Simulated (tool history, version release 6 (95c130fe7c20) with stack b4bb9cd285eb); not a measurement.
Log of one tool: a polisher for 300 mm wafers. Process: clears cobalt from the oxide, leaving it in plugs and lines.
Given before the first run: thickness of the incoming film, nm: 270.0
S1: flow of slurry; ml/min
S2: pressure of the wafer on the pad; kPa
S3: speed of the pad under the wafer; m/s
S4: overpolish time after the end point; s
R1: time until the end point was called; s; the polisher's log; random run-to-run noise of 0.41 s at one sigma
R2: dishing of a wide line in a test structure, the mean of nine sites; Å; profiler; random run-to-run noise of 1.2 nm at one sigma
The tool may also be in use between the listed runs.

{"run": 1, "day": 0.0, "S1": 250, "S2": 16.5, "S3": 1.26, "S4": 25, "R1": 36.064, "R2": 566.98}
{"run": 2, "day": 0.104, "S1": 250, "S2": 17.2, "S3": 1.26, "S4": 22, "R1": 34.754, "R2": 553.78}
{"run": 3, "day": 0.154, "S1": 250, "S2": 17.9, "S3": 1.26, "S4": 20, "R1": 33.612, "R2": 540.98}
{"run": 4, "day": 0.321, "S1": 250, "S2": 14.5, "S3": 1.26, "S4": 20, "R1": 40.072, "R2": 501.16}
{"run": 5, "day": 0.558, "S1": 250, "S2": 15.2, "S3": 1.28, "S4": 18, "R1": 38.482, "R2": 513.32}
{"run": 6, "day": 0.679, "S1": 250, "S2": 15.2, "S3": 0.98, "S4": 18, "R1": 46.726, "R2": 461.22}

Predict the results of run 7:
{"run": 7, "day": 0.983, "S1": 255, "S2": 16.5, "S3": 1, "S4": 16, "R1": "?", "R2": "?"}

R1: 43.53 s
R2: 470.61 Å
